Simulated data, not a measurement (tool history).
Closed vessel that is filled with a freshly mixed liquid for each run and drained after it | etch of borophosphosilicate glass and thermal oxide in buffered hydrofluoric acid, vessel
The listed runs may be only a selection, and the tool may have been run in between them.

run  hour  temperature setpoint of the liquid (°C)  parts of 40 % ammonium fluoride to one part of 49 % hydrofluoric acid (parts by volume)  time in the liquid (s)  thickness taken off the borophosphosilicate glass on a monitor wafer (nm)  thickness taken off the thermal oxide on a monitor wafer (nm)
  1   0.0                                     25.0                                                                                      8.5                      60                                                                     123.81                                                         91.055
  2   1.6                                     25.0                                                                                      6.5                      60                                                                     166.41                                                        120.200
  3   9.1                                     25.0                                                                                      8.5                      60                                                                     123.57                                                         89.574
  4  17.6                                     26.5                                                                                      8.5                      60                                                                     134.90                                                         96.521
  5  21.8                                     27.0                                                                                      8.5                      60                                                                     135.86                                                         99.748
  6  24.5                                     27.5                                                                                      8.5                      60                                                                     138.91                                                        102.300
  7  31.3                                     28.0                                                                                      8.5                      60                                                                     144.78                                                        104.500

Expected results for the next run?
  8  33.8                                     28.5                                                                                      8.5                      60                                                                          ?                                                              ?

Run 8 produced thickness taken off the borophosphosilicate glass on a monitor wafer (nm) 147.85, thickness taken off the thermal oxide on a monitor wafer (nm) 107.710.
